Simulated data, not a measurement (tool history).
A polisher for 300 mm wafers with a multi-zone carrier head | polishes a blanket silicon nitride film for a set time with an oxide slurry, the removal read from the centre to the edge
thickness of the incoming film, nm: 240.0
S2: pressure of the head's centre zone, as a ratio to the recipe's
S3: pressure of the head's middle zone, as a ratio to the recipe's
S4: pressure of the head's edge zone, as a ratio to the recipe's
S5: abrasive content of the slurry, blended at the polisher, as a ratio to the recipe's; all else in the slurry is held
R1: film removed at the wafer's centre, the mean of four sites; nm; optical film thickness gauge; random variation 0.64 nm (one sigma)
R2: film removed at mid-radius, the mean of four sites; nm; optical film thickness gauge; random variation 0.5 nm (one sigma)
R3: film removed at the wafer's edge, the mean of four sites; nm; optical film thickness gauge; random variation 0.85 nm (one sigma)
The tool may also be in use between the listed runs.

{"run": 1, "hour": 0.0, "flow of slurry (ml/min)": 140, "S2": 1.0, "S3": 1.0, "S4": 1.0, "S5": 1.0, "polishing time (s)": 84, "R1": 60.0, "R2": 62.473, "R3": 61.66}
{"run": 2, "hour": 6.5, "flow of slurry (ml/min)": 170, "S2": 1.0, "S3": 1.0, "S4": 1.0, "S5": 1.0, "polishing time (s)": 84, "R1": 64.045, "R2": 63.882, "R3": 64.063}
{"run": 3, "hour": 10.6, "flow of slurry (ml/min)": 170, "S2": 0.98, "S3": 1.01, "S4": 1.02, "S5": 1.0, "polishing time (s)": 84, "R1": 61.978, "R2": 65.037, "R3": 64.194}
{"run": 4, "hour": 17.7, "flow of slurry (ml/min)": 170, "S2": 0.98, "S3": 1.01, "S4": 1.02, "S5": 1.1, "polishing time (s)": 84, "R1": 65.719, "R2": 66.836, "R3": 66.442}
{"run": 5, "hour": 25.7, "flow of slurry (ml/min)": 170, "S2": 0.96, "S3": 1.02, "S4": 1.04, "S5": 1.1, "polishing time (s)": 84, "R1": 62.8, "R2": 67.02, "R3": 66.386}
{"run": 6, "hour": 31.7, "flow of slurry (ml/min)": 170, "S2": 0.95, "S3": 1.02, "S4": 1.05, "S5": 1.1, "polishing time (s)": 84, "R1": 62.633, "R2": 67.921, "R3": 67.479}
{"run": 7, "hour": 36.0, "flow of slurry (ml/min)": 170, "S2": 0.94, "S3": 1.02, "S4": 1.06, "S5": 1.1, "polishing time (s)": 84, "R1": 62.164, "R2": 66.814, "R3": 66.154}
{"run": 8, "hour": 39.3, "flow of slurry (ml/min)": 170, "S2": 0.93, "S3": 1.02, "S4": 1.07, "S5": 1.15, "polishing time (s)": 84, "R1": 61.555, "R2": 68.623, "R3": 69.624}
{"run": 9, "hour": 43.1, "flow of slurry (ml/min)": 170, "S2": 0.92, "S3": 1.03, "S4": 1.08, "S5": 1.15, "polishing time (s)": 84, "R1": 61.265, "R2": 68.527, "R3": 68.934}
{"run": 10, "hour": 48.7, "flow of slurry (ml/min)": 170, "S2": 0.91, "S3": 1.04, "S4": 1.09, "S5": 1.15, "polishing time (s)": 84, "R1": 61.215, "R2": 68.56, "R3": 68.096}
{"run": 11, "hour": 50.1, "flow of slurry (ml/min)": 170, "S2": 0.9, "S3": 1.04, "S4": 1.1, "S5": 1.15, "polishing time (s)": 84, "R1": 60.936, "R2": 69.854, "R3": 70.038}
{"run": 12, "hour": 57.3, "flow of slurry (ml/min)": 170, "S2": 0.9, "S3": 1.04, "S4": 1.1, "S5": 1.15, "polishing time (s)": 84, "R1": 61.176, "R2": 68.984, "R3": 69.134}
{"run": 13, "hour": 65.3, "flow of slurry (ml/min)": 170, "S2": 0.89, "S3": 1.05, "S4": 1.11, "S5": 1.15, "polishing time (s)": 84, "R1": 58.921, "R2": 69.962, "R3": 69.891}
{"run": 14, "hour": 70.0, "flow of slurry (ml/min)": 170, "S2": 0.89, "S3": 1.05, "S4": 1.12, "S5": 1.15, "polishing time (s)": 84, "R1": 59.673, "R2": 70.47, "R3": 69.138}

Run 15 comes next. What will it give?
{"run": 15, "hour": 71.0, "flow of slurry (ml/min)": 170, "S2": 0.88, "S3": 1.05, "S4": 1.12, "S5": 1.15, "polishing time (s)": 84, "R1": "?", "R2": "?", "R3": "?"}

R1: 59.913 nm
R2: 69.267 nm
R3: 71.013 nm
